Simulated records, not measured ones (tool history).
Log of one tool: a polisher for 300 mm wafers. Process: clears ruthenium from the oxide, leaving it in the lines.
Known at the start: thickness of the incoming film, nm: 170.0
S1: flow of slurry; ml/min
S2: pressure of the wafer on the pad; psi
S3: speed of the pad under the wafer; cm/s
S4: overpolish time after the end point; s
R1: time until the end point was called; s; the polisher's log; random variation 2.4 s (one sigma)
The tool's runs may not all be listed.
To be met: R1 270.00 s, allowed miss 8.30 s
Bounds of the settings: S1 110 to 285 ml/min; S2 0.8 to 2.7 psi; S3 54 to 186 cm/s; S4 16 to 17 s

Run 1, hour 0.0: S1 180 ml/min, S2 1.7 psi, S3 118 cm/s, S4 16 s. Result: R1 134.12 s.
Run 2, hour 2.7: S1 180 ml/min, S2 1.7 psi, S3 118 cm/s, S4 16 s. Result: R1 133.28 s.
Run 3, hour 3.8: S1 175 ml/min, S2 1.4 psi, S3 112 cm/s, S4 16 s. Result: R1 169.74 s.
Run 4, hour 11.4: S1 175 ml/min, S2 1.6 psi, S3 112 cm/s, S4 16 s. Result: R1 149.55 s.
At hour 16.7: slurry nozzle cleaned.
Run 5, hour 16.7: S1 175 ml/min, S2 1.6 psi, S3 124 cm/s, S4 16 s. Result: R1 132.11 s.
Run 6, hour 20.8: S1 135 ml/min, S2 1.6 psi, S3 124 cm/s, S4 16 s. Result: R1 136.19 s.
Run 7, hour 24.6: S1 135 ml/min, S2 1.3 psi, S3 116 cm/s, S4 16 s. Result: R1 173.72 s.
Run 8, hour 27.4: S1 125 ml/min, S2 0.8 psi, S3 96 cm/s, S4 16 s. Result: R1 323.10 s.
Run 9, hour 35.6: S1 125 ml/min, S2 0.9 psi, S3 96 cm/s, S4 16 s. Result: R1 290.72 s.

Which of these 4 next moves meets every target?
Run A, hour 43.8: S1 120 ml/min, S2 1.1 psi, S3 92 cm/s, S4 17 s. Result: R1 ?.
Run B, hour 43.8: S1 115 ml/min, S2 1.0 psi, S3 96 cm/s, S4 16 s. Result: R1 ?.
Run C, hour 43.8: S1 110 ml/min, S2 0.9 psi, S3 118 cm/s, S4 16 s. Result: R1 ?.
Run D, hour 43.8: S1 110 ml/min, S2 1.0 psi, S3 110 cm/s, S4 16 s. Result: R1 ?.

move      R1
   A  250.14
   B  266.64
   C  252.00
   D  241.20
A: takes the result that was furthest off past its target
B: meets every target
C: takes the result that was furthest off past its target
D: takes the result that was furthest off past its target
Move B is the one to make.
